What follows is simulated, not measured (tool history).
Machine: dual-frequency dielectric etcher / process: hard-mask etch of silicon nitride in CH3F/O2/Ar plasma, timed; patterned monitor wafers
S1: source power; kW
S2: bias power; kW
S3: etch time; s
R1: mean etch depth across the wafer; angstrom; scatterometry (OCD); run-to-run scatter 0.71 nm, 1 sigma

run	hour	S1	S2	S3	R1
1	0	0.37	0.08	165.5	1236.7
2	8.7	0.36	0.079	165.5	1221.9
3	16.3	0.36	0.079	165.5	1225
4	23.9	0.32	0.079	165.5	1179.9
5	30.4	0.31	0.078	165.5	1161.6
6	39.3	0.31	0.078	173	1211
7	39.9	0.3	0.077	173	1203.3

Expected results for the next run?
8	46.8	0.29	0.076	173	?

{"run 8": {"R1": 1189.6}}

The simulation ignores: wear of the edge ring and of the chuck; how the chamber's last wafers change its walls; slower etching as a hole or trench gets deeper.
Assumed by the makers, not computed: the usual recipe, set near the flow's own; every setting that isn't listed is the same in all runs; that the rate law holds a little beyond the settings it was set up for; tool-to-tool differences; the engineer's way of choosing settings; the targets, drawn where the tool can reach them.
